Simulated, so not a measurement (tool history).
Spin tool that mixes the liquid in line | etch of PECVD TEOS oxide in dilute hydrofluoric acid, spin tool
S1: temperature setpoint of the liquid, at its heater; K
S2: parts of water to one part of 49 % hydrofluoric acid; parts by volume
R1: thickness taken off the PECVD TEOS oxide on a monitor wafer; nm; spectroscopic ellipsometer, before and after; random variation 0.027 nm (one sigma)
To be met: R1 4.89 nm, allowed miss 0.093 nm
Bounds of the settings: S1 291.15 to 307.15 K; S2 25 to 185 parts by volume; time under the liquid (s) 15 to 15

Run 1, hour 0: S1 299.15 K, S2 105 parts by volume, time under the liquid (s) 15. Result: R1 3.2782 nm.
Run 2, hour 2.3: S1 301.15 K, S2 105 parts by volume, time under the liquid (s) 15. Result: R1 3.6001 nm.
Run 3, hour 5.5: S1 302.65 K, S2 105 parts by volume, time under the liquid (s) 15. Result: R1 3.72 nm.
Run 4, hour 9.2: S1 303.65 K, S2 100 parts by volume, time under the liquid (s) 15. Result: R1 4.1675 nm.
Run 5, hour 15.3: S1 303.65 K, S2 70 parts by volume, time under the liquid (s) 15. Result: R1 6.1771 nm.
Run 6, hour 16.4: S1 301.65 K, S2 70 parts by volume, time under the liquid (s) 15. Result: R1 5.7336 nm.
Run 7, hour 24.4: S1 300.65 K, S2 70 parts by volume, time under the liquid (s) 15. Result: R1 5.5261 nm.
Run 8, hour 25.4: S1 299.65 K, S2 70 parts by volume, time under the liquid (s) 15. Result: R1 5.3101 nm.
Run 9, hour 30.9: S1 299.15 K, S2 70 parts by volume, time under the liquid (s) 15. Result: R1 5.1976 nm.
Run 10, hour 38.7: S1 298.65 K, S2 70 parts by volume, time under the liquid (s) 15. Result: R1 5.0957 nm.

4 next moves are on the table. One of them brings every result within its allowed miss. Which?
Run A, hour 46.5: S1 297.15 K, S2 65 parts by volume, time under the liquid (s) 15. Result: R1 ?.
Run B, hour 46.5: S1 296.15 K, S2 60 parts by volume, time under the liquid (s) 15. Result: R1 ?.
Run C, hour 46.5: S1 298.15 K, S2 65 parts by volume, time under the liquid (s) 15. Result: R1 ?.
Run D, hour 46.5: S1 299.65 K, S2 75 parts by volume, time under the liquid (s) 15. Result: R1 ?.

move      R1
   A  5.2018
   B  5.4443
   C  5.4168
   D  4.9178
A: further off than the last run
B: further off than the last run
C: further off than the last run
D: meets every target
Answer: D
